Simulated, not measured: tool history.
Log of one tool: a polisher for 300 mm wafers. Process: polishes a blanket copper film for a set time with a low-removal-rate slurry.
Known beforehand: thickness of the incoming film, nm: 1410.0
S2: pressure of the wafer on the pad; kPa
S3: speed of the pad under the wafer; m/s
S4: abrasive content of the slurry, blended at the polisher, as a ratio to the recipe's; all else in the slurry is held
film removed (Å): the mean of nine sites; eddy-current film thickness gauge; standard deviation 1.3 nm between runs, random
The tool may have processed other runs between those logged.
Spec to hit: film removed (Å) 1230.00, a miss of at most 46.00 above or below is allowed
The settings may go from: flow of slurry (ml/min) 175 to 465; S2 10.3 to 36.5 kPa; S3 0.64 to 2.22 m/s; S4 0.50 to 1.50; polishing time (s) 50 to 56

{"run": 1, "hour": 0.0, "flow of slurry (ml/min)": 295, "S2": 23.4, "S3": 1.42, "S4": 1.0, "polishing time (s)": 56, "film removed (Å)": 2635.3}
{"run": 2, "hour": 2.5, "flow of slurry (ml/min)": 295, "S2": 20.7, "S3": 1.42, "S4": 1.0, "polishing time (s)": 56, "film removed (Å)": 2346.5}
{"run": 3, "hour": 4.2, "flow of slurry (ml/min)": 295, "S2": 19.3, "S3": 1.38, "S4": 1.0, "polishing time (s)": 56, "film removed (Å)": 2150.9}
{"run": 4, "hour": 10.2, "flow of slurry (ml/min)": 295, "S2": 19.3, "S3": 1.38, "S4": 0.85, "polishing time (s)": 56, "film removed (Å)": 2052.7}
{"run": 5, "hour": 16.2, "flow of slurry (ml/min)": 295, "S2": 19.3, "S3": 1.52, "S4": 0.85, "polishing time (s)": 56, "film removed (Å)": 2242.2}
{"run": 6, "hour": 18.2, "flow of slurry (ml/min)": 295, "S2": 22.1, "S3": 1.52, "S4": 0.85, "polishing time (s)": 56, "film removed (Å)": 2548.9}
{"run": 7, "hour": 25.0, "flow of slurry (ml/min)": 295, "S2": 20.7, "S3": 1.48, "S4": 0.85, "polishing time (s)": 56, "film removed (Å)": 2350.2}
{"run": 8, "hour": 30.5, "flow of slurry (ml/min)": 295, "S2": 19.3, "S3": 1.44, "S4": 0.85, "polishing time (s)": 56, "film removed (Å)": 2173.7}
{"run": 9, "hour": 35.6, "flow of slurry (ml/min)": 295, "S2": 17.9, "S3": 1.4, "S4": 0.85, "polishing time (s)": 56, "film removed (Å)": 1961.9}
{"run": 10, "hour": 37.9, "flow of slurry (ml/min)": 295, "S2": 11.0, "S3": 1.22, "S4": 0.85, "polishing time (s)": 56, "film removed (Å)": 1102.7}

Of the 5 settings listed for the next run, only one would bring every result within its allowed miss of target. Which one?
{"run": "A", "hour": 40.2, "flow of slurry (ml/min)": 320, "S2": 10.3, "S3": 1.16, "S4": 0.9, "polishing time (s)": 51, "film removed (Å)": "?"}
{"run": "B", "hour": 40.2, "flow of slurry (ml/min)": 260, "S2": 12.4, "S3": 1.04, "S4": 0.8, "polishing time (s)": 52, "film removed (Å)": "?"}
{"run": "C", "hour": 40.2, "flow of slurry (ml/min)": 320, "S2": 10.3, "S3": 1.42, "S4": 0.7, "polishing time (s)": 52, "film removed (Å)": "?"}
{"run": "D", "hour": 40.2, "flow of slurry (ml/min)": 295, "S2": 12.4, "S3": 1.1, "S4": 0.85, "polishing time (s)": 50, "film removed (Å)": "?"}
{"run": "E", "hour": 40.2, "flow of slurry (ml/min)": 345, "S2": 12.4, "S3": 1.3, "S4": 0.7, "polishing time (s)": 54, "film removed (Å)": "?"}

move=A film_removed_(Å)=890.84
move=B film_removed_(Å)=933.70
move=C film_removed_(Å)=1065.10
move=D film_removed_(Å)=969.00
move=E film_removed_(Å)=1213.20
A: lands further from the targets than the last run did
B: lands further from the targets than the last run did
C: lands further from the targets than the last run did
D: lands further from the targets than the last run did
E: each result inside its tolerance
Correct choice: E, which meets every target

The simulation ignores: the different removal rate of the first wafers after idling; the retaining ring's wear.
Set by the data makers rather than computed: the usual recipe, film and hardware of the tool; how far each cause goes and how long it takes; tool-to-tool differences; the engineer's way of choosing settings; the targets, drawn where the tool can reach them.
